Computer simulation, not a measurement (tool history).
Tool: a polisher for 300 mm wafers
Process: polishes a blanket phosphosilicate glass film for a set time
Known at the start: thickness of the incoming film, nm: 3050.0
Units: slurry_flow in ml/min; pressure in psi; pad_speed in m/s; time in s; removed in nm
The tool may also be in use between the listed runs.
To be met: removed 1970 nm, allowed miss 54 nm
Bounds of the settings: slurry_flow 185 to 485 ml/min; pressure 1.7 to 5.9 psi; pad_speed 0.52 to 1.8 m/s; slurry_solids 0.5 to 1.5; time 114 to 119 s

Run 1, hour 0: slurry_flow 310 ml/min, pressure 3.8 psi, pad_speed 1.16 m/s, slurry_solids 1, time 114 s. Result: removed 950.04 nm.
Run 2, hour 1.2: slurry_flow 310 ml/min, pressure 4 psi, pad_speed 1.18 m/s, slurry_solids 1, time 114 s. Result: removed 1001.6 nm.
Run 3, hour 8.6: slurry_flow 310 ml/min, pressure 4 psi, pad_speed 1.34 m/s, slurry_solids 1, time 114 s. Result: removed 1061 nm.
Run 4, hour 12.8: slurry_flow 345 ml/min, pressure 4 psi, pad_speed 1.34 m/s, slurry_solids 1, time 114 s. Result: removed 1081.3 nm.
Run 5, hour 18.4: slurry_flow 345 ml/min, pressure 4.2 psi, pad_speed 1.36 m/s, slurry_solids 1, time 114 s. Result: removed 1126 nm.
Run 6, hour 21.6: slurry_flow 345 ml/min, pressure 4.4 psi, pad_speed 1.4 m/s, slurry_solids 1, time 114 s. Result: removed 1182.8 nm.
Run 7, hour 23.9: slurry_flow 345 ml/min, pressure 4.5 psi, pad_speed 1.44 m/s, slurry_solids 1, time 114 s. Result: removed 1234.8 nm.
Run 8, hour 26: slurry_flow 345 ml/min, pressure 4.5 psi, pad_speed 1.44 m/s, slurry_solids 1, time 114 s. Result: removed 1233.1 nm.
Run 9, hour 32.8: slurry_flow 345 ml/min, pressure 4.6 psi, pad_speed 1.48 m/s, slurry_solids 1, time 114 s. Result: removed 1251.2 nm.
Run 10, hour 38.4: slurry_flow 345 ml/min, pressure 4.7 psi, pad_speed 1.52 m/s, slurry_solids 1, time 114 s. Result: removed 1294.1 nm.
Run 11, hour 43.9: slurry_flow 350 ml/min, pressure 5.7 psi, pad_speed 1.74 m/s, slurry_solids 1, time 114 s. Result: removed 1663 nm.
Run 12, hour 49.7: slurry_flow 355 ml/min, pressure 5.8 psi, pad_speed 1.78 m/s, slurry_solids 1.1, time 115 s. Result: removed 1837.7 nm.
At hour 54.3: conditioning disc replaced and pad reconditioned.
Run 13, hour 54.3: slurry_flow 355 ml/min, pressure 5.9 psi, pad_speed 1.8 m/s, slurry_solids 1.15, time 115 s. Result: removed 3162.8 nm.
Run 14, hour 57.4: slurry_flow 350 ml/min, pressure 4.9 psi, pad_speed 1.8 m/s, slurry_solids 1.15, time 115 s. Result: removed 2636.7 nm.
Run 15, hour 65.4: slurry_flow 350 ml/min, pressure 4.9 psi, pad_speed 1.78 m/s, slurry_solids 1.15, time 115 s. Result: removed 2620.3 nm.
Run 16, hour 68.6: slurry_flow 350 ml/min, pressure 4.9 psi, pad_speed 1.76 m/s, slurry_solids 1.15, time 115 s. Result: removed 2599.4 nm.
Run 17, hour 76.7: slurry_flow 345 ml/min, pressure 3.9 psi, pad_speed 1.74 m/s, slurry_solids 1.15, time 115 s. Result: removed 2061.9 nm.

4 next moves are on the table. One of them brings every result within its allowed miss. Which?
Run A, hour 84.8: slurry_flow 360 ml/min, pressure 4.1 psi, pad_speed 1.72 m/s, slurry_solids 1.05, time 119 s. Result: removed ?.
Run B, hour 84.8: slurry_flow 290 ml/min, pressure 3.8 psi, pad_speed 1.8 m/s, slurry_solids 1.2, time 114 s. Result: removed ?.
Run C, hour 84.8: slurry_flow 395 ml/min, pressure 4.4 psi, pad_speed 1.46 m/s, slurry_solids 1.2, time 114 s. Result: removed ?.
Run D, hour 84.8: slurry_flow 415 ml/min, pressure 4 psi, pad_speed 1.56 m/s, slurry_solids 1.05, time 119 s. Result: removed ?.

move  removed
   A   2146.1
   B   2066.2
   C   2075.7
   D   1960.8
A: further off than the last run
B: as far off as the last run
C: further off than the last run
D: meets every target
Move D is the one to make.

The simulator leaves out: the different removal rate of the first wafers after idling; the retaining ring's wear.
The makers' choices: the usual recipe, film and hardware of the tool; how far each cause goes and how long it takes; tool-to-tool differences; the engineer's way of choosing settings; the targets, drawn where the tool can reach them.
